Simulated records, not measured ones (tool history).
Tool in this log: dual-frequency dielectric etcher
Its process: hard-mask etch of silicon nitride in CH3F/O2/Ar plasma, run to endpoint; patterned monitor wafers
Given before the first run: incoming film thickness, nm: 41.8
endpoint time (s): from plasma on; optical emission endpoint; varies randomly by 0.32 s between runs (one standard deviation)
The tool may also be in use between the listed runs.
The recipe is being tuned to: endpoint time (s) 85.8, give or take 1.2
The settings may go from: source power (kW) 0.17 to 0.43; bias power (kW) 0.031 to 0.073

run  hour  source power (kW)  bias power (kW)  endpoint time (s)
  1     0                0.3            0.052             73.144
  2   7.4                0.3            0.058             70.664
  3   8.3               0.28            0.057             73.042
  4  11.8               0.26            0.056             75.794
  5  12.3               0.26             0.05             78.436
  6  16.3               0.25             0.05             79.902
  7  19.6               0.24             0.05             81.176
  8  25.1               0.19            0.049             91.534
  9  29.1                0.2            0.049             88.986
 10  31.8               0.21            0.049             86.924

5 next moves are on the table. One of them brings every result within its allowed miss. Which?
  A  34.5               0.21            0.045                  ?
  B  34.5                0.2            0.049                  ?
  C  34.5                0.2             0.05                  ?
  D  34.5               0.22            0.048                  ?
  E  34.5               0.22            0.042                  ?

move  endpoint time (s)
   A             90.026
   B             89.612
   C              89.03
   D             86.359
   E             90.024
A: the biggest miss grows against the last run
B: the biggest miss grows against the last run
C: the biggest miss grows against the last run
D: meets every target
E: the biggest miss grows against the last run
The move that meets every target is D.

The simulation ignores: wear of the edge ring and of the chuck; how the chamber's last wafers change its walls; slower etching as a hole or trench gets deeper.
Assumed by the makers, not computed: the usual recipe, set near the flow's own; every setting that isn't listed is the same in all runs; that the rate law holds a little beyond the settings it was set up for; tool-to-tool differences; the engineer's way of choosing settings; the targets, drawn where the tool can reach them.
